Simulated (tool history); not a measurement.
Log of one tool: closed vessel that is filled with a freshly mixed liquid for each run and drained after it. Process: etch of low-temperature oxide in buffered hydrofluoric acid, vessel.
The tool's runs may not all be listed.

run	day	temperature setpoint of the liquid (K)	parts of 40 % ammonium fluoride to one part of 49 % hydrofluoric acid (parts by volume)	time in the liquid (s)	thickness taken off the low-temperature oxide on a monitor wafer (Å)
1	0	297.15	14.5	95	3215.6
2	0.125	299.15	13.5	95	3860.5
3	0.362	301.15	13.5	95	4257.1
4	0.583	302.15	12.5	95	4876.2
5	0.879	300.15	12.5	95	4369.4
6	1.183	301.15	12	95	4797.8

Forecast run 7:
7	1.433	302.15	11.5	95	?

Run 7 gave thickness taken off the low-temperature oxide on a monitor wafer (Å) 5286.6.
